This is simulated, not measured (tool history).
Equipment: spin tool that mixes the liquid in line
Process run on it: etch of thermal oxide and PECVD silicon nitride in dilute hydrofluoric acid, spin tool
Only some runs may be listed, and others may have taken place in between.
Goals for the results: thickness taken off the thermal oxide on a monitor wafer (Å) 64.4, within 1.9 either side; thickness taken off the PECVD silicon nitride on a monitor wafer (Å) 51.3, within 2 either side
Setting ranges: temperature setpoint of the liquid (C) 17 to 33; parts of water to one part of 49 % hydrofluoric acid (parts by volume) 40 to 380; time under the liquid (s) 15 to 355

run,day,temperature setpoint of the liquid (C),parts of water to one part of 49 % hydrofluoric acid (parts by volume),time under the liquid (s),thickness taken off the thermal oxide on a monitor wafer (Å),thickness taken off the PECVD silicon nitride on a monitor wafer (Å)
1,0,25,210,180,38.657,26.038
2,0.312,25,210,235,50.549,34.087
3,0.438,23.5,210,235,47.661,31.328
4,0.608,23.5,155,235,68.89,40.947
5,0.788,24.5,165,240,67.852,43.002
6,0.908,25,170,240,66.01,43.087
7,1.175,25.5,175,240,65.827,42.397
8,1.312,26.5,185,245,64.981,44.331
9,1.383,27,190,245,63.978,45.031
10,1.533,27.5,195,245,62.548,44.337

4 next moves are on the table. One of them brings every result within its allowed miss. Which?
A,1.683,32.5,295,325,?,?
B,1.683,29.5,260,335,?,?
C,1.683,21.5,125,175,?,?
D,1.683,25.5,165,210,?,?

move,thickness taken off the thermal oxide on a monitor wafer (Å),thickness taken off the PECVD silicon nitride on a monitor wafer (Å)
A,58.14,52.669
B,64.247,52.074
C,60.64,34.2
D,61.458,40.454
A: the furthest-off result lands on target, but another misses its tolerance
B: hits every target within its allowed miss
C: misses by more than the last run did
D: misses by more than the last run did
B is the move that brings every result within its allowed miss.
